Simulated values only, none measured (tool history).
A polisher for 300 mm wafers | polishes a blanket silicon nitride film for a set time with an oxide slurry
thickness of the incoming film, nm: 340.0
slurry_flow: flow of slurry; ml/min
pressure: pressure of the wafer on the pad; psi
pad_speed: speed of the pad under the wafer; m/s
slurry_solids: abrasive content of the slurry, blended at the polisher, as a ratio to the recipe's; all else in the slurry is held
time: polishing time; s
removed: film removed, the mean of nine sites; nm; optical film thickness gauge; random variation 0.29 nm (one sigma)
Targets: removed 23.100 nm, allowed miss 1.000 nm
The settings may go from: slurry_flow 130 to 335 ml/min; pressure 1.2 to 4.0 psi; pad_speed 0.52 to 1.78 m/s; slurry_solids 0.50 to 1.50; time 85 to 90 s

{"run": 1, "hour": 0.0, "slurry_flow": 215, "pressure": 2.6, "pad_speed": 1.14, "slurry_solids": 1.0, "time": 85, "removed": 52.957}
{"run": 2, "hour": 3.1, "slurry_flow": 215, "pressure": 2.4, "pad_speed": 1.08, "slurry_solids": 1.0, "time": 85, "removed": 47.964}
{"run": 3, "hour": 7.6, "slurry_flow": 215, "pressure": 2.2, "pad_speed": 1.02, "slurry_solids": 1.0, "time": 85, "removed": 42.579}
{"run": 4, "hour": 15.2, "slurry_flow": 215, "pressure": 1.6, "pad_speed": 1.02, "slurry_solids": 1.0, "time": 85, "removed": 33.727}
{"run": 5, "hour": 23.2, "slurry_flow": 215, "pressure": 1.5, "pad_speed": 0.98, "slurry_solids": 1.0, "time": 85, "removed": 31.568}
{"run": 6, "hour": 31.8, "slurry_flow": 215, "pressure": 1.5, "pad_speed": 0.98, "slurry_solids": 1.0, "time": 85, "removed": 31.777}
{"run": 7, "hour": 37.6, "slurry_flow": 215, "pressure": 1.5, "pad_speed": 0.94, "slurry_solids": 1.0, "time": 85, "removed": 30.931}
{"run": 8, "hour": 43.4, "slurry_flow": 215, "pressure": 1.5, "pad_speed": 0.9, "slurry_solids": 1.0, "time": 85, "removed": 30.231}
{"run": 9, "hour": 50.0, "slurry_flow": 215, "pressure": 1.5, "pad_speed": 0.86, "slurry_solids": 1.0, "time": 85, "removed": 29.803}
{"run": 10, "hour": 57.3, "slurry_flow": 215, "pressure": 1.5, "pad_speed": 0.82, "slurry_solids": 1.0, "time": 85, "removed": 28.623}
{"run": 11, "hour": 58.7, "slurry_flow": 210, "pressure": 1.2, "pad_speed": 0.68, "slurry_solids": 1.0, "time": 85, "removed": 21.347}
{"run": 12, "hour": 63.7, "slurry_flow": 215, "pressure": 1.2, "pad_speed": 0.68, "slurry_solids": 1.0, "time": 85, "removed": 21.592}

Which of these 4 next moves meets every target?
{"run": "A", "hour": 68.7, "slurry_flow": 195, "pressure": 1.2, "pad_speed": 0.64, "slurry_solids": 1.1, "time": 85, "removed": "?"}
{"run": "B", "hour": 68.7, "slurry_flow": 265, "pressure": 1.3, "pad_speed": 0.82, "slurry_solids": 0.95, "time": 87, "removed": "?"}
{"run": "C", "hour": 68.7, "slurry_flow": 245, "pressure": 1.2, "pad_speed": 0.54, "slurry_solids": 1.1, "time": 85, "removed": "?"}
{"run": "D", "hour": 68.7, "slurry_flow": 205, "pressure": 1.2, "pad_speed": 0.74, "slurry_solids": 1.0, "time": 85, "removed": "?"}

move=A removed=21.662
move=B removed=26.143
move=C removed=19.990
move=D removed=22.768
A: as far off as the last run
B: takes the result that was furthest off past its target
C: further off than the last run
D: meets every target
Move D is the one to make.
